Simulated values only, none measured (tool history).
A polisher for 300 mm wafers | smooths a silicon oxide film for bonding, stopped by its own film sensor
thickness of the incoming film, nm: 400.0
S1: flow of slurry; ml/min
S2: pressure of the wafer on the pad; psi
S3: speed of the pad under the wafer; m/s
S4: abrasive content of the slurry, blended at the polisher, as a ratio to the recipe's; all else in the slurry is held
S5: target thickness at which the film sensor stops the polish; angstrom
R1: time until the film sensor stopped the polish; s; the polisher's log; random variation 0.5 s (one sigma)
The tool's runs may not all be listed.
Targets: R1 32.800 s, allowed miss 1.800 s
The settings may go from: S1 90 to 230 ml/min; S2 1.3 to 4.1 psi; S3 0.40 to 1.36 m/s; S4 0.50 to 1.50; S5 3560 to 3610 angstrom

{"run": 1, "hour": 0.0, "S1": 150, "S2": 2.7, "S3": 0.88, "S4": 1.0, "S5": 3560, "R1": 46.929}
{"run": 2, "hour": 4.9, "S1": 135, "S2": 2.7, "S3": 0.88, "S4": 1.0, "S5": 3560, "R1": 48.849}
{"run": 3, "hour": 8.4, "S1": 135, "S2": 2.7, "S3": 0.88, "S4": 1.0, "S5": 3560, "R1": 48.469}
{"run": 4, "hour": 14.8, "S1": 135, "S2": 2.7, "S3": 0.88, "S4": 1.2, "S5": 3560, "R1": 45.26}
{"run": 5, "hour": 17.5, "S1": 135, "S2": 2.7, "S3": 0.98, "S4": 1.2, "S5": 3560, "R1": 40.952}
{"run": 6, "hour": 20.6, "S1": 135, "S2": 3.0, "S3": 0.98, "S4": 1.2, "S5": 3560, "R1": 37.439}
{"run": 7, "hour": 27.8, "S1": 135, "S2": 3.1, "S3": 0.98, "S4": 1.2, "S5": 3560, "R1": 35.801}
{"run": 8, "hour": 32.8, "S1": 140, "S2": 3.2, "S3": 0.98, "S4": 1.2, "S5": 3560, "R1": 35.347}

4 next moves are on the table. One of them brings every result within its allowed miss. Which?
{"run": "A", "hour": 37.8, "S1": 130, "S2": 2.9, "S3": 0.98, "S4": 1.25, "S5": 3560, "R1": "?"}
{"run": "B", "hour": 37.8, "S1": 155, "S2": 3.2, "S3": 1.04, "S4": 1.15, "S5": 3570, "R1": "?"}
{"run": "C", "hour": 37.8, "S1": 140, "S2": 3.1, "S3": 0.88, "S4": 1.2, "S5": 3560, "R1": "?"}
{"run": "D", "hour": 37.8, "S1": 130, "S2": 3.6, "S3": 0.8, "S4": 1.2, "S5": 3580, "R1": "?"}

move=A R1=37.240
move=B R1=31.990
move=C R1=38.266
move=D R1=34.891
A: further off than the last run
B: meets every target
C: further off than the last run
D: nearer than the last run, and not there yet
The right move is B.
